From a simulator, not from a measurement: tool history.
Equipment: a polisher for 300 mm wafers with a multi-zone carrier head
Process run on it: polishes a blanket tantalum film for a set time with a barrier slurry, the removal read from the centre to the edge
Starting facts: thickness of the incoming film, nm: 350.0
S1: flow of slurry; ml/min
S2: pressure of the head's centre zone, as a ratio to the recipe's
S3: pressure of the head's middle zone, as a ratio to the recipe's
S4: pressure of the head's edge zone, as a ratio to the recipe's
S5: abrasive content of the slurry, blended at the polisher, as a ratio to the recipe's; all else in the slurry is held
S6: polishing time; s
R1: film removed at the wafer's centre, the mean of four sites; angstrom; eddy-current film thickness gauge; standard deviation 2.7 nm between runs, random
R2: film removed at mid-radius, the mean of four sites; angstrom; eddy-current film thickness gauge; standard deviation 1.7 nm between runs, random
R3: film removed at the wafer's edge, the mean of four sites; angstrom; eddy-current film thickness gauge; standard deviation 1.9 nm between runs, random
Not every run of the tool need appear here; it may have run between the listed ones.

Run 1, hour 0: S1 130 ml/min, S2 1, S3 1, S4 1, S5 1, S6 81 s. Result: R1 1125.7 angstrom, R2 1249.9 angstrom, R3 1252.3 angstrom.
Run 2, hour 3.6: S1 140 ml/min, S2 1.06, S3 0.96, S4 1.04, S5 1.15, S6 84 s. Result: R1 1312.4 angstrom, R2 1364.4 angstrom, R3 1388.7 angstrom.
Run 3, hour 4.8: S1 140 ml/min, S2 1.06, S3 0.92, S4 1.04, S5 1.15, S6 84 s. Result: R1 1286.6 angstrom, R2 1289.9 angstrom, R3 1412.6 angstrom.
Run 4, hour 10.6: S1 150 ml/min, S2 1.1, S3 0.88, S4 1.03, S5 1.25, S6 87 s. Result: R1 1450.1 angstrom, R2 1312.3 angstrom, R3 1488.8 angstrom.
Run 5, hour 11.5: S1 130 ml/min, S2 1.1, S3 0.88, S4 1.03, S5 1.25, S6 87 s. Result: R1 1410.2 angstrom, R2 1307.5 angstrom, R3 1480.1 angstrom.
Run 6, hour 15.1: S1 140 ml/min, S2 1.13, S3 0.87, S4 1.05, S5 1.35, S6 89 s. Result: R1 1539 angstrom, R2 1364 angstrom, R3 1553 angstrom.
Run 7, hour 19.6: S1 145 ml/min, S2 1.15, S3 0.86, S4 1.07, S5 1.4, S6 91 s. Result: R1 1655.6 angstrom, R2 1421.9 angstrom, R3 1638.7 angstrom.
Run 8, hour 22.9: S1 180 ml/min, S2 1.19, S3 0.83, S4 1.14, S5 1.5, S6 91 s. Result: R1 1771 angstrom, R2 1398.9 angstrom, R3 1744.8 angstrom.

Predict the results of run 9:
Run 9, hour 31.2: S1 185 ml/min, S2 1.19, S3 0.83, S4 1.12, S5 1.5, S6 92 s. Result: R1 ?, R2 ?, R3 ?.

R1: 1754.6 angstrom
R2: 1427.1 angstrom
R3: 1748.1 angstrom
